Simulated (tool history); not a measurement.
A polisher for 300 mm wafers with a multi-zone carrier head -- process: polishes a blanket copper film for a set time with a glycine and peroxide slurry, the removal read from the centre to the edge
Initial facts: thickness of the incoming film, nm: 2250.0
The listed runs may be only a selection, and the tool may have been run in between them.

run,hour,flow of slurry (ml/min),pressure of the head's centre zone,pressure of the head's middle zone,pressure of the head's edge zone,polishing time (s),film removed at the wafer's centre (Å),film removed at mid-radius (Å),film removed at the wafer's edge (Å)
1,0,170,1,1,1,47,2987.2,3066.9,3024.1
2,4,155,1,1,1,47,2898.6,2994.1,3151.2
3,7.4,160,0.98,0.99,0.99,46,2811,2958.7,2986.1
4,14.9,160,0.94,0.99,0.99,46,2699.3,2951.4,2987.6
5,17.7,160,0.94,0.99,0.99,54,3192.7,3434.1,3446.3
6,23.7,160,0.94,1.05,0.99,54,3227.1,3554,3534.8
7,27.3,160,0.93,1.03,0.98,52,3083.3,3466.7,3411.3
8,34.7,165,0.92,1.01,0.98,50,2880.9,3300.3,3265.2
9,40.1,165,0.92,0.99,0.97,48,2831.2,3087,3157.8
10,44.1,175,0.92,0.99,0.98,46,2706.8,2983.6,3016.9
11,45.8,180,0.91,0.99,0.97,44,2571.1,2794,2888.9
12,53.9,180,0.91,1,0.96,43,2495.1,2833.3,2808.3
13,57.6,185,0.9,0.99,0.95,42,2412.3,2771.3,2813.5
14,58.7,185,0.91,0.99,0.95,41,2447,2729.4,2650.9
15,63.7,180,0.9,0.98,0.94,41,2363.9,2680.4,2612.7
16,70.7,175,0.89,0.97,0.94,41,2314.5,2630.7,2666.9

Run 17 is up next; what results do you expect?
17,74.6,170,0.89,0.97,0.93,41,?,?,?

Run 17 came out at film removed at the wafer's centre (Å) 2327.7, film removed at mid-radius (Å) 2619.5, film removed at the wafer's edge (Å) 2635.
